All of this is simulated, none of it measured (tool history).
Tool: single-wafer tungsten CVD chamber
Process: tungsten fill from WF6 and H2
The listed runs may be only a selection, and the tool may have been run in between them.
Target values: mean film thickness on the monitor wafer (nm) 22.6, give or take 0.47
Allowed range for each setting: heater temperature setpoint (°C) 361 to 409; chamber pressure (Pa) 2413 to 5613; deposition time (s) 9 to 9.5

run,hour,heater temperature setpoint (°C),chamber pressure (Pa),deposition time (s),mean film thickness on the monitor wafer (nm)
1,0,385,4013,9.5,20.189
2,8.2,385,3413,9.5,18.983
3,15.2,386,3413,9.5,19.294
4,22,378,3413,9.5,16.726
5,22.8,380,3426,9.5,17.379
6,31.2,382,3440,9.5,17.976
7,35,384,3440,9.5,18.61
8,43.1,385,3440,9.5,18.891
9,45.7,386,3440,9.5,19.222

Of the 5 settings listed for the next run, only one would bring every result within its allowed miss of target. Which one?
A,48.3,396,2893,9.5,?
B,48.3,392,3320,9.5,?
C,48.3,395,3773,9.5,?
D,48.3,396,3653,9.5,?
E,48.3,397,3146,9.5,?

move,mean film thickness on the monitor wafer (nm)
A,21.293
B,21.083
C,23.379
D,23.45
E,22.411
A: closes in on the targets versus the last run, not all within tolerance yet
B: closes in on the targets versus the last run, not all within tolerance yet
C: moves the result that the last run missed by most past its target, out the other side
D: moves the result that the last run missed by most past its target, out the other side
E: hits every target within its allowed miss
The move that meets every target is E.
